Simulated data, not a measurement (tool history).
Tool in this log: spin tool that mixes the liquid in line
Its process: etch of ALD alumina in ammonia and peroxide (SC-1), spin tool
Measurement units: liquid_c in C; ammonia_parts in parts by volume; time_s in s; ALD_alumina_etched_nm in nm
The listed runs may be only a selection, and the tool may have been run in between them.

run	hour	liquid_c	ammonia_parts	time_s	ALD_alumina_etched_nm
1	0	51	0.7	75	3.3529
2	6	51	0.7	55	2.4524
3	11.9	51	0.55	55	2.3982
4	19.5	51	0.35	55	2.2982
5	21.8	53.5	0.35	55	2.621
6	28.2	55.5	0.35	55	2.9174
7	35.6	57	0.35	55	3.1679

For run 8, what comes out?
8	41	58.5	0.35	55	?

ALD_alumina_etched_nm: 3.4137 nm
